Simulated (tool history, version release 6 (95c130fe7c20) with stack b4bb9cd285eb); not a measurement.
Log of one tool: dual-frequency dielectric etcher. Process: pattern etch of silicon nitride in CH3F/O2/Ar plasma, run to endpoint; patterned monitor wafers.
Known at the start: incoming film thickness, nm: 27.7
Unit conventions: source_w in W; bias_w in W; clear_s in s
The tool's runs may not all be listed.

run,hour,source_w,bias_w,clear_s
1,0.0,320,90,37.272
2,8.5,330,92,37.086
3,17.3,340,96,35.451
4,23.1,340,83,37.813
5,24.4,340,90,36.107
6,25.8,340,82,37.988
7,30.0,400,100,33.020

Predict the results of run 8:
8,33.6,400,101,?

Run 8 yielded clear_s 32.527 s.
